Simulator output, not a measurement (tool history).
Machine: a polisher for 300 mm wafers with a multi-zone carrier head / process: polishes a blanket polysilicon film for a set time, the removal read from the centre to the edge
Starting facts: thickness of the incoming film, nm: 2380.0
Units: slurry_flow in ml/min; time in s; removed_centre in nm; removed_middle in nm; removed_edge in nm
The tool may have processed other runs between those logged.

run	hour	slurry_flow	centre_zone	middle_zone	edge_zone	time	removed_centre	removed_middle	removed_edge
1	0.0	305	1.00	1.00	1.00	80	611.21	604.26	594.06
2	4.9	310	1.00	1.00	1.03	84	634.70	634.61	635.54
3	8.8	310	0.96	1.00	1.03	84	623.83	634.55	645.75
4	11.1	310	0.89	1.00	1.03	84	587.63	642.13	630.54
5	13.2	310	0.89	1.00	1.03	99	691.39	754.83	750.52
6	18.8	310	0.89	1.07	1.03	99	685.22	789.11	738.12
7	26.3	320	0.91	1.06	1.05	100	700.85	787.33	758.66

Run 8 has not been measured yet. What should we expect?
8	27.2	325	0.93	1.05	1.06	101	?	?	?

{"run 8": {"removed_centre": 726.82, "removed_middle": 801.84, "removed_edge": 776.65}}

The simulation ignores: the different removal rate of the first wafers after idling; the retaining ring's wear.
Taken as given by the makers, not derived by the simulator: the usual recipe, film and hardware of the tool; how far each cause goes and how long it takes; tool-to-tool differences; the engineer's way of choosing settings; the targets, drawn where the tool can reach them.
